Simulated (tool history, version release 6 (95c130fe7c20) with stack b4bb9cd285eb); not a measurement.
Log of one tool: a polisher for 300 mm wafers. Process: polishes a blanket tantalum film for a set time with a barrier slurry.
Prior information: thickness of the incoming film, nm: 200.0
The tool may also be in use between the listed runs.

run  hour  flow of slurry (ml/min)  pressure of the wafer on the pad (kPa)  speed of the pad under the wafer (cm/s)  abrasive content of the slurry  polishing time (s)  film removed (angstrom)
  1     0                      255                                      11                                      128                               1                  53                   896.08
  2   7.5                      255                                      11                                      128                             1.2                  53                   911.83
  3  14.6                      255                                    11.7                                      128                             1.2                  53                   972.63
  4  20.3                      285                                    11.7                                      128                             1.2                  53                   976.64
  5    23                      285                                    12.4                                      128                             1.2                  53                   1032.2
  6  30.5                      285                                    13.1                                      128                             1.2                  53                   1090.9
  7  37.1                      285                                    13.1                                      128                             1.2                  53                   1075.8

Forecast run 8:
  8  41.4                      285                                    14.5                                      128                             1.2                  53                        ?

Run 8 came out at film removed (angstrom) 1197.8.
